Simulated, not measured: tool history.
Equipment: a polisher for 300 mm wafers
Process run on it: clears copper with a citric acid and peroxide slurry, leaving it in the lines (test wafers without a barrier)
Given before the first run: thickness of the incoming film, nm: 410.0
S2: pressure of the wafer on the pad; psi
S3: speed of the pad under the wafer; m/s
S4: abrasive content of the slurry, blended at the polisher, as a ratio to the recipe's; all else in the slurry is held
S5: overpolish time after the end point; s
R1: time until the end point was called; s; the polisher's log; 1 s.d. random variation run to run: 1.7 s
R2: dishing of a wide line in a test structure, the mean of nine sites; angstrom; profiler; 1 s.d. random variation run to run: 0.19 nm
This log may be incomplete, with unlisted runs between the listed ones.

{"run": 1, "hour": 0.0, "flow of slurry (ml/min)": 250, "S2": 2.4, "S3": 1.4, "S4": 1, "S5": 21, "R1": 124.75, "R2": 290.95}
{"run": 2, "hour": 1.9, "flow of slurry (ml/min)": 250, "S2": 2.2, "S3": 1.4, "S4": 1, "S5": 20, "R1": 137.31, "R2": 270.98}
{"run": 3, "hour": 2.8, "flow of slurry (ml/min)": 250, "S2": 2.1, "S3": 1.4, "S4": 1, "S5": 18, "R1": 143.84, "R2": 250.18}
{"run": 4, "hour": 4.3, "flow of slurry (ml/min)": 250, "S2": 2, "S3": 1.4, "S4": 1, "S5": 17, "R1": 150.34, "R2": 224.84}
{"run": 5, "hour": 9.5, "flow of slurry (ml/min)": 250, "S2": 1.9, "S3": 1.4, "S4": 1, "S5": 17, "R1": 155.1, "R2": 217.45}
{"run": 6, "hour": 15.6, "flow of slurry (ml/min)": 245, "S2": 1.8, "S3": 1.4, "S4": 1, "S5": 17, "R1": 164.55, "R2": 213.56}

Forecast run 7:
{"run": 7, "hour": 19.9, "flow of slurry (ml/min)": 245, "S2": 1.7, "S3": 1.4, "S4": 1, "S5": 17, "R1": "?", "R2": "?"}

R1: 173.35 s
R2: 204.77 angstrom
